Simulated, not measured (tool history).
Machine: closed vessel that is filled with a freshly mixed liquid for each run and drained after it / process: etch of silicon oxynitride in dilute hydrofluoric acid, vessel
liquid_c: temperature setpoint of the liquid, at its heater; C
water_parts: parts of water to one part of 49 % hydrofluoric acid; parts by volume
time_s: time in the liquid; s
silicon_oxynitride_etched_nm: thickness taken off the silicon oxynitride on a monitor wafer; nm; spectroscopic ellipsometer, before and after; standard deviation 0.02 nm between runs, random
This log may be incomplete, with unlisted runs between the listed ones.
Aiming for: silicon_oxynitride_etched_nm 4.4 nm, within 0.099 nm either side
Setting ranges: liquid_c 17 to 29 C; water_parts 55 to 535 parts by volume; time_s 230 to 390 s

run,hour,liquid_c,water_parts,time_s,silicon_oxynitride_etched_nm
1,0,21,295,390,1.4351
2,1.5,22.5,250,390,1.8559
3,8.1,24,220,390,2.3041
4,15.9,25,200,390,2.6534
5,23.3,26,185,390,3.0548
6,27.6,26.5,175,390,3.367
7,29.8,27,170,390,3.5253
8,37,27.5,165,390,3.7425
9,43.4,27.5,165,390,3.7484
10,46.4,28,160,390,3.9579
11,54.6,28.5,155,390,4.2011
# hour 62.5: hydrofluoric acid flow meter replaced
12,62.5,29,155,390,3.9796

5 candidate next runs follow, results not yet known. Just one meets every target within its allowed miss. Identify it.
A,70.4,26,120,390,?
B,70.4,29,140,385,?
C,70.4,29,160,385,?
D,70.4,29,150,390,?
E,70.4,27,135,380,?

move,silicon_oxynitride_etched_nm
A,4.6394
B,4.4112
C,3.7887
D,4.1318
E,4.1496
A: carries the result that was furthest off beyond its target, to the other side
B: each result inside its tolerance
C: misses by more than the last run did
D: closes in on the targets versus the last run, not all within tolerance yet
E: closes in on the targets versus the last run, not all within tolerance yet
Answer: B

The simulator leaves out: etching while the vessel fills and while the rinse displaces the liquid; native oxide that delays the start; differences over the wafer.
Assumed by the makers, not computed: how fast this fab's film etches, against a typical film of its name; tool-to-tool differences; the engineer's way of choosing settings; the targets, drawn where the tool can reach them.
